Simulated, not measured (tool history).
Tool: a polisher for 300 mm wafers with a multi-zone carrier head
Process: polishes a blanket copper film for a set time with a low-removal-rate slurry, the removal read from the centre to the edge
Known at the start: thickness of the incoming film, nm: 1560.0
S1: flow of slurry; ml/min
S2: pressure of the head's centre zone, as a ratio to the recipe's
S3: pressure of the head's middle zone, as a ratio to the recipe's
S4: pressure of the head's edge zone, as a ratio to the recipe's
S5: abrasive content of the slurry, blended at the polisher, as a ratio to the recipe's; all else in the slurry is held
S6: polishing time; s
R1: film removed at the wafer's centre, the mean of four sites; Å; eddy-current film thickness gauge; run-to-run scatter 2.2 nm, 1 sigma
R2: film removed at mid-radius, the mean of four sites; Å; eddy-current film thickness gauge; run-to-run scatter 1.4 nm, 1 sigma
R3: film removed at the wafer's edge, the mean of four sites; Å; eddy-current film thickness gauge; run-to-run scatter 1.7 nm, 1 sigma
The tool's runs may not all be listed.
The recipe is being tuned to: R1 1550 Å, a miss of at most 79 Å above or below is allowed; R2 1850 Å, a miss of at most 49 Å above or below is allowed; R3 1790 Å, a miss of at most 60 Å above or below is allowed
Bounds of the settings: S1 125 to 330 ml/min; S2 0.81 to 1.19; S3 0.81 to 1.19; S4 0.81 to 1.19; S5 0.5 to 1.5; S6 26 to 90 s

run 1 day=0 | S1=210 S2=1 S3=1 S4=1 S5=1 S6=58 | R1=1586 R2=1599.8 R3=1649.1
run 2 day=0.138 | S1=210 S2=1 S3=1 S4=1 S5=1 S6=49 | R1=1355.8 R2=1354.3 R3=1426.9
run 3 day=0.25 | S1=225 S2=0.99 S3=1.04 S4=1.04 S5=1.1 S6=49 | R1=1378.8 R2=1414.6 R3=1471.7
run 4 day=0.504 | S1=230 S2=0.97 S3=1.07 S4=1.06 S5=1.2 S6=51 | R1=1422.2 R2=1566.1 R3=1558.6
run 5 day=0.812 | S1=230 S2=0.97 S3=1 S4=1.06 S5=1.2 S6=51 | R1=1399.3 R2=1492 R3=1588.7
run 6 day=1.175 | S1=240 S2=0.97 S3=1.03 S4=1.08 S5=1.3 S6=52 | R1=1456.8 R2=1598.6 R3=1658.2
run 7 day=1.288 | S1=250 S2=0.97 S3=1.05 S4=1.1 S5=1.35 S6=52 | R1=1492.7 R2=1620.5 R3=1678.7
-- day=1.333 slurry nozzle cleaned
run 8 day=1.333 | S1=255 S2=0.96 S3=1.07 S4=1.11 S5=1.4 S6=52 | R1=1545.6 R2=1709.7 R3=1735.5

Next run, 4 choices. One meets every target within its allowed miss, the rest don't. Which?
run A day=1.379 | S1=255 S2=0.94 S3=1.19 S4=1.01 S5=1.4 S6=51 | R1=? R2=? R3=?
run B day=1.379 | S1=255 S2=0.93 S3=1.14 S4=1.13 S5=1.35 S6=53 | R1=? R2=? R3=?
run C day=1.379 | S1=135 S2=0.81 S3=1.12 S4=1.08 S5=1.4 S6=57 | R1=? R2=? R3=?
run D day=1.379 | S1=230 S2=0.93 S3=1.19 S4=1.02 S5=1.5 S6=53 | R1=? R2=? R3=?

move=A R1=1497.9 R2=1835.2 R3=1615.6
move=B R1=1527.4 R2=1823.3 R3=1763
move=C R1=1339.3 R2=1825.2 R3=1780.3
move=D R1=1546.7 R2=1917.6 R3=1700.1
A: corrects the largest miss of the last run, while another result sits out of spec
B: every result lands within tolerance
C: corrects the largest miss of the last run, while another result sits out of spec
D: carries the result that was furthest off beyond its target, to the other side
The right move is B.
